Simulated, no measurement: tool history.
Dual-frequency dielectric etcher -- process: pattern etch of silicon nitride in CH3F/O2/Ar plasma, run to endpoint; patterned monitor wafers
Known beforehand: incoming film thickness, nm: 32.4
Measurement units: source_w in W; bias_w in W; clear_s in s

run  hour  source_w  bias_w  clear_s
  1     0       470      92   39.904
  2     5       500      94   37.978
  3  10.7       500      78   41.569
  4  13.2       470      78   42.854
  5  20.5       470      62   47.788
  6  28.9       510      62   45.349
  7  30.3       540      66   42.997
  8  35.5       570      69   39.733

Predict the results of run 9:
  9  39.7       590      69        ?

{"run 9": {"clear_s": 40.163}}

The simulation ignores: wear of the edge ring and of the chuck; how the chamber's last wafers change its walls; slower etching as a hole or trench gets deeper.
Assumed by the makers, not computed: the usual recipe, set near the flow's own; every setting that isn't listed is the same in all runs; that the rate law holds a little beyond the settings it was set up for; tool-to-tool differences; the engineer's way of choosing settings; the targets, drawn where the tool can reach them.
